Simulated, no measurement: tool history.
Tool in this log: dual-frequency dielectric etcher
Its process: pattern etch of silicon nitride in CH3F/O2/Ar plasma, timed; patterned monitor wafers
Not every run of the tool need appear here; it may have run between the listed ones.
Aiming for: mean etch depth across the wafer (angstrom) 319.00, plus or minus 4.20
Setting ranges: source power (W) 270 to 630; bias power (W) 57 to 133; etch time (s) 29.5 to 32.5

run  hour  source power (W)  bias power (W)  etch time (s)  mean etch depth across the wafer (angstrom)
  1   0.0               450              95           32.5                                       301.16
  2   4.7               420              95           32.5                                       292.99
  3   5.6               360              95           32.5                                       278.13
  4  11.6               410              95           32.5                                       288.39
  5  14.3               430              95           32.5                                       293.53
  6  21.9               430              95           29.5                                       268.11
  7  28.4               460              97           29.5                                       276.44
  8  34.7               490             100           29.5                                       285.73
  9  43.5               510             102           29.5                                       293.99
 10  46.0               530             103           29.5                                       298.37

Below are 4 possible settings for the next run. Only one of them brings all results inside the allowed miss of their targets. Which is it?
  A  48.5               570              86           32.5                                            ?
  B  48.5               560              91           31.5                                            ?
  C  48.5               550              99           31.5                                            ?
  D  48.5               540             110           29.5                                            ?

move  mean etch depth across the wafer (angstrom)
   A                                       310.64
   B                                       307.08
   C                                       317.20
   D                                       309.80
A: nearer the targets than the last run, but a result is still out of spec
B: nearer the targets than the last run, but a result is still out of spec
C: meets every target
D: nearer the targets than the last run, but a result is still out of spec
Correct choice: C, which meets every target
